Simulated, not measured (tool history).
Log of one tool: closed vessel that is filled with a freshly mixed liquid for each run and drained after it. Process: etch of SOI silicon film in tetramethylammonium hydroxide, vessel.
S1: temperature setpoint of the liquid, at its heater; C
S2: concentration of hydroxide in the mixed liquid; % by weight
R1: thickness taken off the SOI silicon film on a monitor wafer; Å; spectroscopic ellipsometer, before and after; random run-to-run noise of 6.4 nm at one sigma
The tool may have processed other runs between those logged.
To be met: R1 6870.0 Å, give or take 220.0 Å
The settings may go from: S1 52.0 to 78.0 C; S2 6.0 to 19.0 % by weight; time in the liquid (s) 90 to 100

{"run": 1, "day": 0.0, "S1": 65.0, "S2": 12.5, "time in the liquid (s)": 90, "R1": 4096.8}
{"run": 2, "day": 0.267, "S1": 65.0, "S2": 12.5, "time in the liquid (s)": 100, "R1": 4511.2}
{"run": 3, "day": 0.417, "S1": 66.0, "S2": 12.5, "time in the liquid (s)": 100, "R1": 4874.9}
{"run": 4, "day": 0.562, "S1": 66.0, "S2": 12.5, "time in the liquid (s)": 100, "R1": 4892.6}
{"run": 5, "day": 0.767, "S1": 66.0, "S2": 12.5, "time in the liquid (s)": 100, "R1": 4774.8}
{"run": 6, "day": 0.971, "S1": 66.0, "S2": 10.5, "time in the liquid (s)": 100, "R1": 5140.1}
{"run": 7, "day": 1.142, "S1": 66.5, "S2": 10.5, "time in the liquid (s)": 100, "R1": 5319.9}
{"run": 8, "day": 1.296, "S1": 67.0, "S2": 10.5, "time in the liquid (s)": 100, "R1": 5501.0}
{"run": 9, "day": 1.488, "S1": 67.5, "S2": 10.5, "time in the liquid (s)": 100, "R1": 5614.9}
{"run": 10, "day": 1.562, "S1": 68.0, "S2": 10.5, "time in the liquid (s)": 100, "R1": 5812.5}

Below are 4 possible settings for the next run. Only one of them brings all results inside the allowed miss of their targets. Which is it?
{"run": "A", "day": 1.638, "S1": 69.0, "S2": 10.0, "time in the liquid (s)": 100, "R1": "?"}
{"run": "B", "day": 1.638, "S1": 70.0, "S2": 9.5, "time in the liquid (s)": 100, "R1": "?"}
{"run": "C", "day": 1.638, "S1": 70.0, "S2": 10.0, "time in the liquid (s)": 95, "R1": "?"}
{"run": "D", "day": 1.638, "S1": 71.0, "S2": 11.5, "time in the liquid (s)": 95, "R1": "?"}

move=A R1=6325.9
move=B R1=6854.9
move=C R1=6377.7
move=D R1=6444.4
A: nearer than the last run, and not there yet
B: meets every target
C: nearer than the last run, and not there yet
D: nearer than the last run, and not there yet
Answer: B
